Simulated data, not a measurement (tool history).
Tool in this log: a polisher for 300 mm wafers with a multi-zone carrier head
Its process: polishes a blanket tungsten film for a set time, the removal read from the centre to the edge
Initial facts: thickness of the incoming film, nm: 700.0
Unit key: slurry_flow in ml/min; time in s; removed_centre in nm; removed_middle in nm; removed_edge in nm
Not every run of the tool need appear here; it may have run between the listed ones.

{"run": 1, "hour": 0.0, "slurry_flow": 305, "centre_zone": 1.0, "middle_zone": 1.0, "edge_zone": 1.0, "slurry_solids": 1.0, "time": 68, "removed_centre": 247.05, "removed_middle": 253.26, "removed_edge": 251.03}
{"run": 2, "hour": 3.9, "slurry_flow": 305, "centre_zone": 1.0, "middle_zone": 1.0, "edge_zone": 1.0, "slurry_solids": 1.15, "time": 68, "removed_centre": 260.78, "removed_middle": 264.25, "removed_edge": 265.87}
{"run": 3, "hour": 12.0, "slurry_flow": 235, "centre_zone": 1.0, "middle_zone": 1.0, "edge_zone": 1.0, "slurry_solids": 1.15, "time": 68, "removed_centre": 252.78, "removed_middle": 255.13, "removed_edge": 260.64}
{"run": 4, "hour": 14.8, "slurry_flow": 235, "centre_zone": 1.0, "middle_zone": 1.0, "edge_zone": 1.0, "slurry_solids": 1.05, "time": 68, "removed_centre": 244.24, "removed_middle": 247.81, "removed_edge": 246.86}
{"hour": 21.0, "done": "worn pad replaced by a new one"}
{"run": 5, "hour": 21.0, "slurry_flow": 260, "centre_zone": 1.02, "middle_zone": 1.03, "edge_zone": 1.01, "slurry_solids": 1.05, "time": 68, "removed_centre": 272.05, "removed_middle": 284.3, "removed_edge": 281.91}
{"run": 6, "hour": 23.4, "slurry_flow": 260, "centre_zone": 1.02, "middle_zone": 1.03, "edge_zone": 1.01, "slurry_solids": 1.2, "time": 68, "removed_centre": 288.04, "removed_middle": 299.28, "removed_edge": 291.67}
{"run": 7, "hour": 30.6, "slurry_flow": 280, "centre_zone": 1.02, "middle_zone": 1.03, "edge_zone": 0.99, "slurry_solids": 1.2, "time": 68, "removed_centre": 291.01, "removed_middle": 293.41, "removed_edge": 286.86}
{"run": 8, "hour": 33.8, "slurry_flow": 295, "centre_zone": 1.02, "middle_zone": 1.04, "edge_zone": 0.98, "slurry_solids": 1.15, "time": 68, "removed_centre": 289.79, "removed_middle": 294.98, "removed_edge": 284.93}
{"run": 9, "hour": 35.0, "slurry_flow": 310, "centre_zone": 1.02, "middle_zone": 1.05, "edge_zone": 0.97, "slurry_solids": 1.1, "time": 68, "removed_centre": 286.18, "removed_middle": 296.59, "removed_edge": 282.14}

Predict the results of run 10:
{"run": 10, "hour": 38.2, "slurry_flow": 325, "centre_zone": 1.02, "middle_zone": 1.06, "edge_zone": 0.96, "slurry_solids": 1.1, "time": 68, "removed_centre": "?", "removed_middle": "?", "removed_edge": "?"}

Run 10 measured removed_centre 288.47 nm, removed_middle 299.04 nm, removed_edge 282.63 nm.

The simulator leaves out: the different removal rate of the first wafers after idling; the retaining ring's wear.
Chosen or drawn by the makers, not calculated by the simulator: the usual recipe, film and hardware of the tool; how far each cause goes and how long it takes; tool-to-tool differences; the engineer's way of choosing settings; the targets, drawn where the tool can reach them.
